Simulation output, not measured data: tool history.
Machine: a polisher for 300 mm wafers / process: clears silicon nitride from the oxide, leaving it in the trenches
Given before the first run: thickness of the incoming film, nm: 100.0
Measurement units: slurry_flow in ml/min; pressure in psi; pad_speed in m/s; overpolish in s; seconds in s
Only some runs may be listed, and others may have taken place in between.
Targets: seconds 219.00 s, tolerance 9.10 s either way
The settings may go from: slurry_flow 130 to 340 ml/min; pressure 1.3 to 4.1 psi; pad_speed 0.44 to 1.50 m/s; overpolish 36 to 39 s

{"run": 1, "day": 0.0, "slurry_flow": 220, "pressure": 2.7, "pad_speed": 0.96, "overpolish": 36, "seconds": 121.39}
{"run": 2, "day": 0.225, "slurry_flow": 220, "pressure": 2.7, "pad_speed": 1.14, "overpolish": 36, "seconds": 102.65}
{"run": 3, "day": 0.396, "slurry_flow": 220, "pressure": 2.7, "pad_speed": 1.14, "overpolish": 36, "seconds": 103.87}
{"run": 4, "day": 0.642, "slurry_flow": 220, "pressure": 2.7, "pad_speed": 1.14, "overpolish": 39, "seconds": 104.18}
{"run": 5, "day": 1.008, "slurry_flow": 220, "pressure": 2.5, "pad_speed": 1.12, "overpolish": 39, "seconds": 113.11}
{"run": 6, "day": 1.05, "slurry_flow": 220, "pressure": 2.5, "pad_speed": 0.94, "overpolish": 39, "seconds": 129.49}
{"run": 7, "day": 1.35, "slurry_flow": 220, "pressure": 2.4, "pad_speed": 0.92, "overpolish": 39, "seconds": 137.74}
{"run": 8, "day": 1.479, "slurry_flow": 220, "pressure": 2.3, "pad_speed": 0.9, "overpolish": 39, "seconds": 151.98}
{"run": 9, "day": 1.642, "slurry_flow": 220, "pressure": 2.2, "pad_speed": 0.9, "overpolish": 39, "seconds": 155.79}
{"run": 10, "day": 1.929, "slurry_flow": 220, "pressure": 1.5, "pad_speed": 0.86, "overpolish": 39, "seconds": 232.27}

Consider the 4 candidate settings below. Which is the only one whose results all fall within their allowed miss of target?
{"run": "A", "day": 2.217, "slurry_flow": 225, "pressure": 1.4, "pad_speed": 1.0, "overpolish": 38, "seconds": "?"}
{"run": "B", "day": 2.217, "slurry_flow": 275, "pressure": 1.4, "pad_speed": 0.82, "overpolish": 37, "seconds": "?"}
{"run": "C", "day": 2.217, "slurry_flow": 175, "pressure": 1.8, "pad_speed": 0.6, "overpolish": 38, "seconds": "?"}
{"run": "D", "day": 2.217, "slurry_flow": 220, "pressure": 1.4, "pad_speed": 0.84, "overpolish": 39, "seconds": "?"}

move=A seconds=220.95
move=B seconds=257.74
move=C seconds=276.60
move=D seconds=257.89
A: each result inside its tolerance
B: its largest miss is bigger than the last run's
C: its largest miss is bigger than the last run's
D: its largest miss is bigger than the last run's
A is the move that brings every result within its allowed miss.
